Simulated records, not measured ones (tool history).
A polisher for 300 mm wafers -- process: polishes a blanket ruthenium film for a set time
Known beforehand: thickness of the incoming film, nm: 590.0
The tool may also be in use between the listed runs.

run,hour,flow of slurry (ml/min),pressure of the wafer on the pad (kPa),speed of the pad under the wafer (cm/s),polishing time (s),film removed (Å)
1,0,255,10.3,102,39,279.1
2,5,255,9.7,102,39,265.96
3,10.4,255,9,102,39,251.01
4,11.8,255,8.3,100,39,234.06
5,17.3,255,9.7,100,39,263.54
6,21,255,9.7,100,36,240.62
7,26.2,255,9,100,36,229.61

Predict the results of run 8:
8,28.9,255,9,100,36,?

Run 8 came out at film removed (Å) 231.05.
